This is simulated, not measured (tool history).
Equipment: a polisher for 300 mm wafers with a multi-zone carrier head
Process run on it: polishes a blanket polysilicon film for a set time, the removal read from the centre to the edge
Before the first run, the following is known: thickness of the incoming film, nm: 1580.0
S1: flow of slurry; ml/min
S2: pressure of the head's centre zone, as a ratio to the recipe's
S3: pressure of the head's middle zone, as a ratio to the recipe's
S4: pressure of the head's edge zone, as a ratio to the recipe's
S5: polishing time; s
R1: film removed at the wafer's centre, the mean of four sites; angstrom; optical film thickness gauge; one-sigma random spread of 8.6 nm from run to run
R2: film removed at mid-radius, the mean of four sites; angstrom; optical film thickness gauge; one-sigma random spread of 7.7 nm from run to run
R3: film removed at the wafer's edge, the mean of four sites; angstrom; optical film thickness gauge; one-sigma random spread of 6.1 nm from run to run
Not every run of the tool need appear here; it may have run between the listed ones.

{"run": 1, "hour": 0.0, "S1": 285, "S2": 1.0, "S3": 1.0, "S4": 1.0, "S5": 54, "R1": 6373.7, "R2": 6170.8, "R3": 6498.5}
{"run": 2, "hour": 6.7, "S1": 285, "S2": 1.0, "S3": 1.0, "S4": 1.0, "S5": 43, "R1": 4989.1, "R2": 4999.9, "R3": 5040.4}
{"run": 3, "hour": 14.6, "S1": 285, "S2": 1.0, "S3": 1.06, "S4": 1.0, "S5": 43, "R1": 5039.3, "R2": 5193.5, "R3": 5080.4}
{"run": 4, "hour": 19.0, "S1": 290, "S2": 1.0, "S3": 1.07, "S4": 1.0, "S5": 45, "R1": 5312.1, "R2": 5447.5, "R3": 5326.6}
{"run": 5, "hour": 20.4, "S1": 295, "S2": 1.0, "S3": 1.08, "S4": 1.0, "S5": 46, "R1": 5402.9, "R2": 5591.9, "R3": 5533.0}
{"run": 6, "hour": 26.4, "S1": 295, "S2": 1.0, "S3": 1.09, "S4": 0.99, "S5": 47, "R1": 5648.0, "R2": 5786.8, "R3": 5488.2}

Run 7 has not been measured yet. What should we expect?
{"run": 7, "hour": 29.5, "S1": 300, "S2": 1.0, "S3": 1.1, "S4": 1.0, "S5": 48, "R1": "?", "R2": "?", "R3": "?"}

R1: 5614.7 angstrom
R2: 5898.0 angstrom
R3: 5672.5 angstrom
